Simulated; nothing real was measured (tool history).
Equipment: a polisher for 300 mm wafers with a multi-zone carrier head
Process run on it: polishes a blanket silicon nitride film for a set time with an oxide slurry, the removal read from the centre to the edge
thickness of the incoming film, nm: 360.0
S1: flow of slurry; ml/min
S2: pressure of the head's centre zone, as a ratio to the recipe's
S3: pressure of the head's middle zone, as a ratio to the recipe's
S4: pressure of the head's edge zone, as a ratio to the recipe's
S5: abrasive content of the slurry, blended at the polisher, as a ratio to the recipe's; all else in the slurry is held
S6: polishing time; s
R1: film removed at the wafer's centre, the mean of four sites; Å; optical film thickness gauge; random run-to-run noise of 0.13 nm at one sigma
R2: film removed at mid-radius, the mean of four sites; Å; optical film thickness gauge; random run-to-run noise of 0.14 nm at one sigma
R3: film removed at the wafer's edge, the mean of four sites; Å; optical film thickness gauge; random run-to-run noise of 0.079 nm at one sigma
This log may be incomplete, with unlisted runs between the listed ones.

| run | hour | S1 | S2 | S3 | S4 | S5 | S6 | R1 | R2 | R3 |
|---|---|---|---|---|---|---|---|---|---|---|
| 1 | 0.0 | 280 | 1.00 | 1.00 | 1.00 | 1.00 | 33 | 149.24 | 149.55 | 144.70 |
| 2 | 7.9 | 275 | 0.99 | 0.98 | 1.00 | 0.95 | 33 | 142.39 | 139.03 | 142.91 |
| 3 | 10.4 | 275 | 0.99 | 0.98 | 1.00 | 1.10 | 33 | 151.12 | 149.43 | 151.99 |
| 4 | 16.8 | 275 | 0.99 | 0.98 | 1.00 | 1.10 | 27 | 123.89 | 123.16 | 122.18 |
| 5 | 19.7 | 275 | 0.99 | 1.06 | 1.00 | 1.10 | 27 | 122.50 | 132.24 | 123.56 |
| 6 | 22.0 | 275 | 0.99 | 1.06 | 1.00 | 1.30 | 27 | 132.70 | 141.96 | 131.93 |
| 7 | 24.7 | 270 | 0.98 | 1.03 | 1.00 | 1.30 | 27 | 129.74 | 136.88 | 131.01 |
| 8 | 31.8 | 265 | 0.97 | 1.01 | 1.00 | 1.30 | 27 | 127.70 | 136.59 | 130.59 |
| 9 | 36.6 | 260 | 0.97 | 0.99 | 1.01 | 1.30 | 27 | 129.54 | 134.17 | 131.29 |
| 10 | 42.6 | 260 | 0.96 | 0.97 | 1.02 | 1.30 | 27 | 125.37 | 128.64 | 132.75 |
| 11 | 43.5 | 255 | 0.96 | 0.95 | 1.02 | 1.30 | 27 | 125.93 | 127.23 | 129.92 |
| 12 | 50.4 | 250 | 0.96 | 0.93 | 1.02 | 1.30 | 27 | 127.45 | 124.02 | 129.60 |
| 13 | 57.6 | 245 | 0.95 | 0.92 | 1.02 | 1.30 | 27 | 125.14 | 125.04 | 131.42 |

For run 14, what comes out?
| 14 | 61.5 | 245 | 0.95 | 0.91 | 1.02 | 1.30 | 27 | ? | ? | ? |

R1: 124.75 Å
R2: 123.43 Å
R3: 131.83 Å

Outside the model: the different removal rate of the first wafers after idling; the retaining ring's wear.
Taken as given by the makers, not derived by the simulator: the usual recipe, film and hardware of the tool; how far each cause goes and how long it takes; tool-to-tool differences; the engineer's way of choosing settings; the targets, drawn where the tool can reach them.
